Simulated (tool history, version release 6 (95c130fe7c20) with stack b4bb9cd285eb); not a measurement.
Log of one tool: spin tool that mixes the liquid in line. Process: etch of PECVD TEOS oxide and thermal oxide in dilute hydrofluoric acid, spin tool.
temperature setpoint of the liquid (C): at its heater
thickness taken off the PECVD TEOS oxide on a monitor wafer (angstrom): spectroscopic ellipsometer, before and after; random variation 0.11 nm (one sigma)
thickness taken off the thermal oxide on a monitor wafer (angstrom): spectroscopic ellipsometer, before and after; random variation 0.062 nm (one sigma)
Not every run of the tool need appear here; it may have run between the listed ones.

| run | hour | temperature setpoint of the liquid (C) | parts of water to one part of 49 % hydrofluoric acid (parts by volume) | time under the liquid (s) | thickness taken off the PECVD TEOS oxide on a monitor wafer (angstrom) | thickness taken off the thermal oxide on a monitor wafer (angstrom) |
|---|---|---|---|---|---|---|
| 1 | 0.0 | 24.0 | 290 | 180 | 94.857 | 19.347 |
| 2 | 2.4 | 25.5 | 260 | 180 | 115.050 | 23.320 |
| 3 | 9.8 | 26.5 | 235 | 180 | 135.830 | 27.144 |
| 4 | 13.2 | 27.5 | 215 | 180 | 157.940 | 31.512 |
| 5 | 16.4 | 28.0 | 200 | 180 | 175.630 | 35.457 |
| 6 | 21.9 | 29.5 | 200 | 180 | 184.050 | 36.820 |
| 7 | 27.3 | 30.0 | 190 | 180 | 200.020 | 39.947 |
| 8 | 30.7 | 32.0 | 120 | 180 | 379.700 | 75.357 |
| 9 | 36.5 | 31.0 | 120 | 180 | 361.910 | 72.633 |
| 10 | 38.0 | 30.0 | 120 | 180 | 347.530 | 68.774 |
|  | 40.7 | hydrofluoric acid flow meter replaced |
| 11 | 40.7 | 29.0 | 120 | 180 | 365.030 | 74.003 |
| 12 | 43.6 | 29.5 | 125 | 180 | 354.860 | 71.477 |
| 13 | 45.5 | 29.5 | 130 | 180 | 339.310 | 67.356 |
| 14 | 51.7 | 29.0 | 135 | 180 | 317.450 | 62.848 |
| 15 | 58.7 | 28.0 | 135 | 180 | 308.370 | 61.324 |
| 16 | 59.9 | 27.5 | 135 | 180 | 302.510 | 60.897 |
| 17 | 64.2 | 27.5 | 135 | 180 | 299.730 | 60.055 |

For run 18, what comes out?
| 18 | 69.2 | 27.0 | 135 | 180 | ? | ? |

For run 18 the tool returned thickness taken off the PECVD TEOS oxide on a monitor wafer (angstrom) 295.820, thickness taken off the thermal oxide on a monitor wafer (angstrom) 60.692.
